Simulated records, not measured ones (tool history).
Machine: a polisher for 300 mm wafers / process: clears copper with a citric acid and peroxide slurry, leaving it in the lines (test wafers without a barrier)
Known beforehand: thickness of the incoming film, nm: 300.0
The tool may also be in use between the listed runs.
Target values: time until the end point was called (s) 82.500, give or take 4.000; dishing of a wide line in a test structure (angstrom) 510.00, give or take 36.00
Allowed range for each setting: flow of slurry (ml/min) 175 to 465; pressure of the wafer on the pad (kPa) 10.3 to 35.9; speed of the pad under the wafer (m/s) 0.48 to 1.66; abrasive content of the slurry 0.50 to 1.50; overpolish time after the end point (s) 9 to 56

| run | day | flow of slurry (ml/min) | pressure of the wafer on the pad (kPa) | speed of the pad under the wafer (m/s) | abrasive content of the slurry | overpolish time after the end point (s) | time until the end point was called (s) | dishing of a wide line in a test structure (angstrom) |
|---|---|---|---|---|---|---|---|---|
| 1 | 0.000 | 295 | 22.8 | 1.06 | 1.00 | 29 | 102.750 | 505.30 |
| 2 | 0.262 | 295 | 22.8 | 1.06 | 1.00 | 21 | 103.060 | 396.52 |
| 3 | 0.592 | 225 | 22.8 | 1.06 | 1.00 | 21 | 103.330 | 394.21 |
| 4 | 0.746 | 225 | 24.1 | 1.06 | 1.00 | 21 | 97.719 | 400.50 |
| 5 | 0.904 | 225 | 24.1 | 1.06 | 0.85 | 21 | 103.710 | 392.53 |
| 6 | 0.983 | 225 | 25.5 | 1.06 | 0.85 | 22 | 98.186 | 418.12 |
| 7 | 1.046 | 225 | 26.2 | 1.06 | 0.85 | 23 | 94.580 | 468.22 |
| 8 | 1.096 | 225 | 26.9 | 1.06 | 0.85 | 23 | 91.439 | 460.78 |
| 9 | 1.167 | 225 | 27.6 | 1.06 | 0.85 | 23 | 90.876 | 462.51 |
| 10 | 1.300 | 225 | 28.3 | 1.06 | 0.85 | 23 | 90.744 | 490.01 |
| 11 | 1.400 | 225 | 31.0 | 1.08 | 0.85 | 20 | 77.906 | 469.90 |

Which single option among these 5 for the next run brings every result within its allowed miss of target? Just one does.
| A | 1.500 | 360 | 34.5 | 1.14 | 0.50 | 19 | ? | ? |
| B | 1.500 | 215 | 29.6 | 1.30 | 0.80 | 21 | ? | ? |
| C | 1.500 | 175 | 30.3 | 1.12 | 1.00 | 17 | ? | ? |
| D | 1.500 | 235 | 26.9 | 1.20 | 0.85 | 23 | ? | ? |
| E | 1.500 | 175 | 33.1 | 0.92 | 0.95 | 18 | ? | ? |

| move | time until the end point was called (s) | dishing of a wide line in a test structure (angstrom) |
|---|---|---|
| A | 79.769 | 442.25 |
| B | 71.520 | 524.87 |
| C | 76.989 | 411.75 |
| D | 82.847 | 498.09 |
| E | 86.983 | 390.31 |
A: meets the target for the result that was furthest off, but another lies outside its allowed miss
B: its largest miss is bigger than the last run's
C: its largest miss is bigger than the last run's
D: hits every target within its allowed miss
E: moves the result that the last run missed by most past its target, out the other side
Answer: D
